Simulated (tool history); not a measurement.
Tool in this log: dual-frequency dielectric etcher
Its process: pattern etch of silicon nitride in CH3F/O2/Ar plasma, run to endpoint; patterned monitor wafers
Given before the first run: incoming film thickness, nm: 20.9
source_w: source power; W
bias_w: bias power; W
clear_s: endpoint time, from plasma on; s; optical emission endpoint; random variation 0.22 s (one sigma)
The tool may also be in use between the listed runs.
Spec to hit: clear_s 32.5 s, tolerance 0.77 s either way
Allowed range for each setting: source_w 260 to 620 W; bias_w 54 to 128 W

Run 1, hour 0: source_w 440 W, bias_w 91 W. Result: clear_s 27.372 s.
Run 2, hour 7.8: source_w 420 W, bias_w 89 W. Result: clear_s 27.741 s.
Run 3, hour 9.2: source_w 490 W, bias_w 89 W. Result: clear_s 25.879 s.
Run 4, hour 10.6: source_w 540 W, bias_w 89 W. Result: clear_s 25.204 s.
Run 5, hour 14.2: source_w 600 W, bias_w 89 W. Result: clear_s 23.961 s.
Run 6, hour 18.7: source_w 620 W, bias_w 89 W. Result: clear_s 23.451 s.
Run 7, hour 20.6: source_w 580 W, bias_w 86 W. Result: clear_s 24.511 s.
Run 8, hour 22.4: source_w 540 W, bias_w 83 W. Result: clear_s 25.506 s.
Run 9, hour 27.9: source_w 510 W, bias_w 80 W. Result: clear_s 26.551 s.
Run 10, hour 36.2: source_w 480 W, bias_w 78 W. Result: clear_s 27.289 s.
Run 11, hour 43.1: source_w 460 W, bias_w 76 W. Result: clear_s 27.476 s.
Run 12, hour 49.5: source_w 430 W, bias_w 74 W. Result: clear_s 29.041 s.
Run 13, hour 52.4: source_w 420 W, bias_w 73 W. Result: clear_s 29.167 s.
Run 14, hour 53.6: source_w 330 W, bias_w 63 W. Result: clear_s 33.737 s.

Below are 4 possible settings for the next run. Only one of them brings all results inside the allowed miss of their targets. Which is it?
Run A, hour 54.8: source_w 410 W, bias_w 60 W. Result: clear_s ?.
Run B, hour 54.8: source_w 300 W, bias_w 54 W. Result: clear_s ?.
Run C, hour 54.8: source_w 370 W, bias_w 59 W. Result: clear_s ?.
Run D, hour 54.8: source_w 310 W, bias_w 59 W. Result: clear_s ?.

move  clear_s
   A   30.649
   B    36.23
   C   32.233
   D   35.031
A: moves the result that the last run missed by most past its target, out the other side
B: its largest miss is bigger than the last run's
C: hits every target within its allowed miss
D: its largest miss is bigger than the last run's
Answer: C

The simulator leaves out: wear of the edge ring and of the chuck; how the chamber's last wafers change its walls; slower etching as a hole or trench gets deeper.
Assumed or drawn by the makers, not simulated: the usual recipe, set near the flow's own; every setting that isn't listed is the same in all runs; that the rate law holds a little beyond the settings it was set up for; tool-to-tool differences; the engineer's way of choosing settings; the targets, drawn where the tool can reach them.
